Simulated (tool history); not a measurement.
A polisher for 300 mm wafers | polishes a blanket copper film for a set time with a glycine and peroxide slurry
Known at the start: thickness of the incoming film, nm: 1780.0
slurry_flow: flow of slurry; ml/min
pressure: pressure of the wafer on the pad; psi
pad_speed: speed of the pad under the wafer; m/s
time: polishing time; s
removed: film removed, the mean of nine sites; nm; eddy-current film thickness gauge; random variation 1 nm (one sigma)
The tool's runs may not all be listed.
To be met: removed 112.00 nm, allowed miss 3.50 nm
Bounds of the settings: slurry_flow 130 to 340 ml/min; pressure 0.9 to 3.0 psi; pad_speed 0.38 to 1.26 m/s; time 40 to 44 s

| run | day | slurry_flow | pressure | pad_speed | time | removed |
|---|---|---|---|---|---|---|
| 1 | 0.000 | 220 | 1.9 | 0.82 | 44 | 128.72 |
| 2 | 0.146 | 255 | 1.9 | 0.82 | 44 | 129.45 |
| 3 | 0.338 | 255 | 2.4 | 0.82 | 44 | 153.58 |
| 4 | 0.554 | 255 | 2.4 | 0.82 | 44 | 154.74 |
| 5 | 0.788 | 255 | 2.4 | 0.72 | 44 | 144.37 |
| 6 | 1.042 | 255 | 2.3 | 0.72 | 44 | 135.91 |
| 7 | 1.292 | 255 | 2.2 | 0.72 | 44 | 133.42 |
| 8 | 1.575 | 255 | 2.2 | 0.72 | 44 | 131.94 |
| 9 | 1.917 | 255 | 2.1 | 0.72 | 44 | 126.93 |
| 10 | 2.292 | 255 | 2.0 | 0.72 | 44 | 125.89 |
| 11 | 2.417 | 255 | 1.9 | 0.72 | 44 | 120.02 |

Which of these 4 next moves meets every target?
| A | 2.542 | 270 | 1.7 | 0.80 | 41 | ? |
| B | 2.542 | 275 | 1.9 | 0.78 | 41 | ? |
| C | 2.542 | 265 | 2.1 | 0.62 | 40 | ? |
| D | 2.542 | 260 | 1.9 | 0.62 | 42 | ? |

| move | removed |
|---|---|
| A | 111.61 |
| B | 118.94 |
| C | 105.86 |
| D | 103.57 |
A: meets every target
B: nearer than the last run, and not there yet
C: takes the result that was furthest off past its target
D: takes the result that was furthest off past its target
The right move is A.

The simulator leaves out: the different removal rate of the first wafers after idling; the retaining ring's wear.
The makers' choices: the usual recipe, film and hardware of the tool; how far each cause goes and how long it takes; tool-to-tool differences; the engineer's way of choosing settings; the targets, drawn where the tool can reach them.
